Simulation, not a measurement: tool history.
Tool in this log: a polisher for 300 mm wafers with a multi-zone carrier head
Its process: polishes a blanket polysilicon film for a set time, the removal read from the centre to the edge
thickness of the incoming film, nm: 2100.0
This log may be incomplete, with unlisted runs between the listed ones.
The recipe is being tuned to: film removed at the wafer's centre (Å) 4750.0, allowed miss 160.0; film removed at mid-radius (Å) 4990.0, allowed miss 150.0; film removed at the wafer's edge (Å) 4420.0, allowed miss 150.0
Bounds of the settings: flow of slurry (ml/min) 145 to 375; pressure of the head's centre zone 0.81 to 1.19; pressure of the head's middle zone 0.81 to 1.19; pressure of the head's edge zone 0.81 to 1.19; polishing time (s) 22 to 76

run    day  flow of slurry (ml/min)  pressure of the head's centre zone  pressure of the head's middle zone  pressure of the head's edge zone  polishing time (s)  film removed at the wafer's centre (Å)  film removed at mid-radius (Å)  film removed at the wafer's edge (Å)
  1  0.000                      240                                1.00                                1.00                              1.00                  49                                  3874.8                          3717.2                                3732.3
  2  0.150                      240                                1.00                                1.07                              1.00                  49                                  3814.6                          3894.1                                3752.2
  3  0.250                      240                                1.00                                1.03                              1.00                  49                                  3829.1                          3807.4                                3758.3
  4  0.350                      260                                1.02                                1.08                              1.00                  51                                  4127.3                          4126.1                                3930.2
  5  0.621                      215                                1.02                                1.08                              1.00                  51                                  3929.8                          3988.3                                3860.6
  6  0.975                      255                                1.03                                1.12                              1.01                  52                                  4211.0                          4291.8                                4032.5
  7  1.158                      280                                1.03                                1.14                              1.01                  53                                  4360.4                          4374.6                                4209.0
  8  1.296                      275                                1.03                                1.16                              0.97                  55                                  4508.1                          4664.4                                4228.6
  9  1.346                      285                                1.03                                1.17                              0.96                  56                                  4599.6                          4725.5                                4306.8

Which of these 5 next moves meets every target?
  A  1.396                      260                                1.10                                1.16                              0.96                  55                                       ?                               ?                                     ?
  B  1.396                      280                                1.06                                1.12                              0.89                  60                                       ?                               ?                                     ?
  C  1.396                      305                                1.02                                1.17                              0.96                  58                                       ?                               ?                                     ?
  D  1.396                      305                                1.02                                1.08                              0.94                  58                                       ?                               ?                                     ?
  E  1.396                      285                                1.09                                1.12                              0.96                  54                                       ?                               ?                                     ?

move  film removed at the wafer's centre (Å)  film removed at mid-radius (Å)  film removed at the wafer's edge (Å)
   A                                  4814.5                          4695.1                                4220.7
   B                                  5102.4                          5033.2                                4473.9
   C                                  4790.2                          5065.9                                4505.8
   D                                  4787.7                          4779.9                                4465.8
   E                                  4732.4                          4536.8                                4176.2
A: lands further from the targets than the last run did
B: brings the result that was furthest off to its target, and leaves another outside
C: meets every target
D: nearer than the last run, and not there yet
E: lands further from the targets than the last run did
Answer: C
